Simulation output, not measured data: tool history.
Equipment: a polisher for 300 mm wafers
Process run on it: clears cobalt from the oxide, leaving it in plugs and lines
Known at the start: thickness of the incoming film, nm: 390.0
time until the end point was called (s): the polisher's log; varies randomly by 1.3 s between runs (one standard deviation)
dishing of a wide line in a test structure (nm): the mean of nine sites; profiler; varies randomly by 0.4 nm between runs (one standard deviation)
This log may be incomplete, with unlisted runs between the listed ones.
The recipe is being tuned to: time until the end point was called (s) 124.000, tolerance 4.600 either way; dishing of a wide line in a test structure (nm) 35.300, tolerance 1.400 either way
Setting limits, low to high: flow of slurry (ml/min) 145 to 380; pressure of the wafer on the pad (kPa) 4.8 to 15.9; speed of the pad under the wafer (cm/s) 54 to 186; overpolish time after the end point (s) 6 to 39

run  hour  flow of slurry (ml/min)  pressure of the wafer on the pad (kPa)  speed of the pad under the wafer (cm/s)  overpolish time after the end point (s)  time until the end point was called (s)  dishing of a wide line in a test structure (nm)
  1   0.0                      245                                    10.3                                      118                                       20                                   74.779                                           58.155
  2   1.8                      245                                    10.3                                      144                                       20                                   61.653                                           62.871
  3   6.9                      245                                     9.7                                      140                                       18                                   68.996                                           57.523
  4   9.5                      245                                     9.0                                      138                                       16                                   72.678                                           50.398
  5  17.2                      245                                     9.0                                      150                                       16                                   66.490                                           53.913
     24.7  -- slurry nozzle cleaned
  6  24.7                      245                                     9.0                                      122                                       16                                   81.728                                           48.388
  7  31.1                      245                                     8.3                                      120                                       16                                   90.065                                           47.166
  8  33.7                      245                                     7.6                                      120                                       15                                   95.879                                           42.773
  9  40.9                      245                                     7.6                                      120                                       15                                   95.781                                           42.184
 10  47.3                      245                                     6.9                                      120                                       15                                  108.570                                           39.790

Which single option among these 4 for the next run brings every result within its allowed miss of target? Just one does.
  A  53.7                      210                                     7.6                                      102                                       22                                        ?                                                ?
  B  53.7                      215                                     6.2                                      116                                       24                                        ?                                                ?
  C  53.7                      240                                     6.2                                      112                                       15                                        ?                                                ?
  D  53.7                      275                                     6.2                                      108                                       21                                        ?                                                ?

move  time until the end point was called (s)  dishing of a wide line in a test structure (nm)
   A                                  114.570                                           48.041
   B                                  122.130                                           48.763
   C                                  124.560                                           34.917
   D                                  127.050                                           43.695
A: its largest miss is bigger than the last run's
B: meets the target for the result that was furthest off, but another lies outside its allowed miss
C: all results in spec
D: meets the target for the result that was furthest off, but another lies outside its allowed miss
Go with C: it meets all targets.
